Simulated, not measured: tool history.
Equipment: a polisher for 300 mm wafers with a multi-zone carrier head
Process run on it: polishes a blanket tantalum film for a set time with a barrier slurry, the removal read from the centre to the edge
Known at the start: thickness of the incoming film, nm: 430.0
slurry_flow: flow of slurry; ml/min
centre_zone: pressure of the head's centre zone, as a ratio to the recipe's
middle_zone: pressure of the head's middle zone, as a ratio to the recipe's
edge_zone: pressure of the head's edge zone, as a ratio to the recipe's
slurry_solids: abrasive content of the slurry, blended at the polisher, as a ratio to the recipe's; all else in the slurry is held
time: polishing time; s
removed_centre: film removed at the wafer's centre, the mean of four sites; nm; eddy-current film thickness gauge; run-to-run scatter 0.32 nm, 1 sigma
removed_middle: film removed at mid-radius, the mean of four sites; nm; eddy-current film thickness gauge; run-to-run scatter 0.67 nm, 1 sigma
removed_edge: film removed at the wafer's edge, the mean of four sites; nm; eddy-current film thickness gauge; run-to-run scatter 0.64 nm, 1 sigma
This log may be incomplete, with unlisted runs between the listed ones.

run  hour  slurry_flow  centre_zone  middle_zone  edge_zone  slurry_solids  time  removed_centre  removed_middle  removed_edge
  1     0          180            1            1          1              1    78           63.25          64.893        62.432
  2     1          180            1            1          1              1    92          75.639           77.77         74.88
  3   2.5          195            1            1          1              1    92          77.281          77.478        75.812
  4   8.8          190         0.97         0.97       0.96           0.85    86          65.955          68.398        65.246
  5    13          185         0.96         0.93       0.95           0.75    81           59.13          59.351        58.223
  6  16.6          175         0.94          0.9       0.93            0.7    79          53.662          53.966        56.691
  7  20.8          180         0.94          0.9       0.91           0.65    76          50.295          51.336        53.373
  8  24.8          180         0.95          0.9       0.89            0.6    74          48.238          47.032        49.313
  9  31.6          170         0.95         0.91       0.87            0.6    74          47.938          47.332        49.558
 10  35.1          170         0.95         0.92       0.86           0.55    74          46.408          46.815        45.882

The next listed run, before its measurement:
 11  38.1          145         0.93          0.9       0.87           0.55    74               ?               ?             ?

{"run 11": {"removed_centre": 43.988, "removed_middle": 43.423, "removed_edge": 44.178}}
